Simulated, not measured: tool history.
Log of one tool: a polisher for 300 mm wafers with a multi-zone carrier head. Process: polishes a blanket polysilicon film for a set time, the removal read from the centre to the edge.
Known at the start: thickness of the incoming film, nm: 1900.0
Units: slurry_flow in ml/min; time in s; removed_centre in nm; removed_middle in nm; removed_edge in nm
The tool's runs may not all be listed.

| run | hour | slurry_flow | centre_zone | middle_zone | edge_zone | time | removed_centre | removed_middle | removed_edge |
|---|---|---|---|---|---|---|---|---|---|
| 1 | 0.0 | 175 | 1.00 | 1.00 | 1.00 | 70 | 327.08 | 340.99 | 328.91 |
| 2 | 1.6 | 175 | 1.00 | 1.00 | 1.07 | 70 | 321.90 | 340.06 | 339.01 |
| 3 | 3.8 | 175 | 1.00 | 0.96 | 1.07 | 70 | 320.54 | 321.15 | 327.90 |
| 4 | 6.4 | 160 | 0.95 | 0.97 | 0.99 | 58 | 249.85 | 265.48 | 266.51 |
| 5 | 14.4 | 160 | 0.95 | 0.97 | 0.92 | 58 | 247.45 | 268.54 | 259.52 |
|  | 19.1 | slurry nozzle cleaned |
| 6 | 19.1 | 160 | 1.01 | 0.97 | 0.92 | 58 | 281.25 | 280.79 | 266.68 |
| 7 | 27.0 | 160 | 0.97 | 0.99 | 0.89 | 50 | 234.94 | 242.33 | 230.76 |
| 8 | 33.3 | 155 | 0.93 | 1.03 | 0.86 | 45 | 196.40 | 222.60 | 200.33 |
| 9 | 34.7 | 150 | 0.91 | 1.03 | 0.85 | 43 | 183.24 | 215.10 | 192.08 |
| 10 | 36.5 | 135 | 0.86 | 1.02 | 0.82 | 36 | 142.90 | 175.02 | 154.69 |
| 11 | 40.7 | 150 | 0.86 | 1.03 | 0.84 | 36 | 144.73 | 183.20 | 160.95 |
| 12 | 45.1 | 160 | 0.87 | 1.03 | 0.85 | 36 | 149.58 | 182.37 | 164.01 |

Run 13 comes next. What will it give?
| 13 | 53.8 | 165 | 0.87 | 1.04 | 0.86 | 36 | ? | ? | ? |

{"run 13": {"removed_centre": 152.03, "removed_middle": 185.21, "removed_edge": 159.69}}

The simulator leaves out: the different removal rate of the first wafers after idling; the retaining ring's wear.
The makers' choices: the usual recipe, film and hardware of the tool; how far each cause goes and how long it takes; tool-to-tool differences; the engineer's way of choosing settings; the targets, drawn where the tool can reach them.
